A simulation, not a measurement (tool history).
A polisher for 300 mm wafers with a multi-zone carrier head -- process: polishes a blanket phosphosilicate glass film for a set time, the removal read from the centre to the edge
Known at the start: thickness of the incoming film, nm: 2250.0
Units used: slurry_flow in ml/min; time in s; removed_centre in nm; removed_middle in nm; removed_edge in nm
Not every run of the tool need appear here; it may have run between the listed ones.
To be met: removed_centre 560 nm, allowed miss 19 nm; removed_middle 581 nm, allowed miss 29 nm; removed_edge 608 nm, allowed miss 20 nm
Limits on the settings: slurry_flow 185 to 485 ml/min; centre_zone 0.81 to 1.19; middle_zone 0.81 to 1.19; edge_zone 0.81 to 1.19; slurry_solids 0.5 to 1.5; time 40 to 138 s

{"run": 1, "hour": 0.0, "slurry_flow": 310, "centre_zone": 1, "middle_zone": 1, "edge_zone": 1, "slurry_solids": 1, "time": 88, "removed_centre": 444.43, "removed_middle": 448.15, "removed_edge": 428.72}
{"run": 2, "hour": 2.7, "slurry_flow": 310, "centre_zone": 0.99, "middle_zone": 1, "edge_zone": 1.03, "slurry_solids": 1.1, "time": 89, "removed_centre": 449.49, "removed_middle": 467.46, "removed_edge": 470.83}
{"run": 3, "hour": 9.2, "slurry_flow": 315, "centre_zone": 1.01, "middle_zone": 1.02, "edge_zone": 1.05, "slurry_solids": 1.15, "time": 89, "removed_centre": 484, "removed_middle": 478.16, "removed_edge": 489.16}
{"run": 4, "hour": 10.7, "slurry_flow": 315, "centre_zone": 0.93, "middle_zone": 1.02, "edge_zone": 1.05, "slurry_solids": 1.15, "time": 89, "removed_centre": 445.43, "removed_middle": 471.11, "removed_edge": 477.57}
{"run": 5, "hour": 15.8, "slurry_flow": 310, "centre_zone": 0.94, "middle_zone": 1.04, "edge_zone": 1.06, "slurry_solids": 1.2, "time": 89, "removed_centre": 449.09, "removed_middle": 504.01, "removed_edge": 494.45}
{"run": 6, "hour": 19.3, "slurry_flow": 315, "centre_zone": 0.96, "middle_zone": 1.05, "edge_zone": 1.08, "slurry_solids": 1.25, "time": 89, "removed_centre": 463.36, "removed_middle": 515.7, "removed_edge": 506.76}
{"run": 7, "hour": 26.5, "slurry_flow": 315, "centre_zone": 0.98, "middle_zone": 1.05, "edge_zone": 1.09, "slurry_solids": 1.3, "time": 89, "removed_centre": 493.21, "removed_middle": 507.06, "removed_edge": 516.18}
{"run": 8, "hour": 28.9, "slurry_flow": 315, "centre_zone": 0.98, "middle_zone": 1.06, "edge_zone": 1.1, "slurry_solids": 1.35, "time": 90, "removed_centre": 507.93, "removed_middle": 547.29, "removed_edge": 528.23}
{"run": 9, "hour": 35.9, "slurry_flow": 320, "centre_zone": 0.98, "middle_zone": 1.05, "edge_zone": 1.12, "slurry_solids": 1.4, "time": 91, "removed_centre": 511.54, "removed_middle": 557.57, "removed_edge": 552.28}
{"run": 10, "hour": 43.9, "slurry_flow": 320, "centre_zone": 0.99, "middle_zone": 1.04, "edge_zone": 1.13, "slurry_solids": 1.4, "time": 92, "removed_centre": 520.22, "removed_middle": 554.17, "removed_edge": 558.74}
{"run": 11, "hour": 48.2, "slurry_flow": 320, "centre_zone": 1, "middle_zone": 1.04, "edge_zone": 1.14, "slurry_solids": 1.4, "time": 93, "removed_centre": 537.72, "removed_middle": 564.64, "removed_edge": 567.77}
{"run": 12, "hour": 56.0, "slurry_flow": 320, "centre_zone": 1, "middle_zone": 1.03, "edge_zone": 1.15, "slurry_solids": 1.4, "time": 93, "removed_centre": 538.78, "removed_middle": 555.98, "removed_edge": 579.11}
{"run": 13, "hour": 56.7, "slurry_flow": 320, "centre_zone": 1, "middle_zone": 1.03, "edge_zone": 1.16, "slurry_solids": 1.4, "time": 93, "removed_centre": 531.26, "removed_middle": 559.17, "removed_edge": 584.33}
{"run": 14, "hour": 60.7, "slurry_flow": 320, "centre_zone": 1.01, "middle_zone": 1.03, "edge_zone": 1.17, "slurry_solids": 1.4, "time": 93, "removed_centre": 544.91, "removed_middle": 551.12, "removed_edge": 582.6}

Which of these 4 next moves meets every target?
{"run": "A", "hour": 64.7, "slurry_flow": 370, "centre_zone": 1, "middle_zone": 1.05, "edge_zone": 1.19, "slurry_solids": 1.45, "time": 87, "removed_centre": "?", "removed_middle": "?", "removed_edge": "?"}
{"run": "B", "hour": 64.7, "slurry_flow": 310, "centre_zone": 0.98, "middle_zone": 0.99, "edge_zone": 1.19, "slurry_solids": 1.3, "time": 96, "removed_centre": "?", "removed_middle": "?", "removed_edge": "?"}
{"run": "C", "hour": 64.7, "slurry_flow": 230, "centre_zone": 0.98, "middle_zone": 1, "edge_zone": 1.14, "slurry_solids": 1.5, "time": 99, "removed_centre": "?", "removed_middle": "?", "removed_edge": "?"}
{"run": "D", "hour": 64.7, "slurry_flow": 290, "centre_zone": 1.11, "middle_zone": 0.92, "edge_zone": 1.19, "slurry_solids": 1.35, "time": 91, "removed_centre": "?", "removed_middle": "?", "removed_edge": "?"}

move=A removed_centre=523.86 removed_middle=528.97 removed_edge=556.97
move=B removed_centre=533.61 removed_middle=529.85 removed_edge=582.61
move=C removed_centre=559.2 removed_middle=560.99 removed_edge=604.21
move=D removed_centre=577.43 removed_middle=482.37 removed_edge=558.01
A: lands further from the targets than the last run did
B: lands further from the targets than the last run did
C: every result within its allowed miss
D: lands further from the targets than the last run did
C is the move that brings every result within its allowed miss.
